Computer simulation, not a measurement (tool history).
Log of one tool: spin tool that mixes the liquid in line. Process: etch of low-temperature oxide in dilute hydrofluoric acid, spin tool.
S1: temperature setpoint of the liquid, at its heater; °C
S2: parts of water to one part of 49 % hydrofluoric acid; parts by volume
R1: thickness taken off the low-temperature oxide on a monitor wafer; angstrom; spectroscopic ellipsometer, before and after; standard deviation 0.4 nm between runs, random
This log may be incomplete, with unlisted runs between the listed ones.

{"run": 1, "hour": 0.0, "S1": 24, "S2": 55, "time under the liquid (s)": 125, "R1": 799.72}
{"run": 2, "hour": 4.7, "S1": 24, "S2": 55, "time under the liquid (s)": 135, "R1": 873.16}
{"run": 3, "hour": 12.0, "S1": 26.5, "S2": 55, "time under the liquid (s)": 135, "R1": 967.35}
{"run": 4, "hour": 20.7, "S1": 23.5, "S2": 55, "time under the liquid (s)": 135, "R1": 866.11}
{"run": 5, "hour": 24.8, "S1": 23.5, "S2": 55, "time under the liquid (s)": 135, "R1": 848.3}
{"run": 6, "hour": 27.5, "S1": 23.5, "S2": 55, "time under the liquid (s)": 125, "R1": 779.9}
{"run": 7, "hour": 28.6, "S1": 23, "S2": 55, "time under the liquid (s)": 125, "R1": 773.42}

Estimate the outcome of run 8 from the log above:
{"run": 8, "hour": 33.4, "S1": 22.5, "S2": 55, "time under the liquid (s)": 125, "R1": "?"}

R1: 764.07 angstrom
